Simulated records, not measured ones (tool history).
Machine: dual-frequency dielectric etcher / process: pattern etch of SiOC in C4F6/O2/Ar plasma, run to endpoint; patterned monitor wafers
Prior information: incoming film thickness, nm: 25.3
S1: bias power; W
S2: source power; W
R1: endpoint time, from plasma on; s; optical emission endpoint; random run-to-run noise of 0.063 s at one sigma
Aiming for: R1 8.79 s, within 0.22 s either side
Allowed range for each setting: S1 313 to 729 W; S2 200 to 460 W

run  hour   S1   S2      R1
  1     0  521  330  9.8589
  2     8  521  390  9.3593
  3   9.9  521  420  9.0843
  4  11.7  458  420  9.4122
  5  17.9  480  430  9.3338
  6  20.6  499  430  9.1571
  7  22.4  512  430  9.1805
  8  28.6  571  450  8.5441

Next run, 4 choices. One meets every target within its allowed miss, the rest don't. Which?
  A  34.8  608  460   ?
  B  34.8  595  450   ?
  C  34.8  548  430   ?
  D  34.8  635  450   ?

move      R1
   A  8.2196
   B  8.3522
   C  8.7645
   D   8.135
A: its largest miss is bigger than the last run's
B: its largest miss is bigger than the last run's
C: every result lands within tolerance
D: its largest miss is bigger than the last run's
Correct choice: C, which meets every target
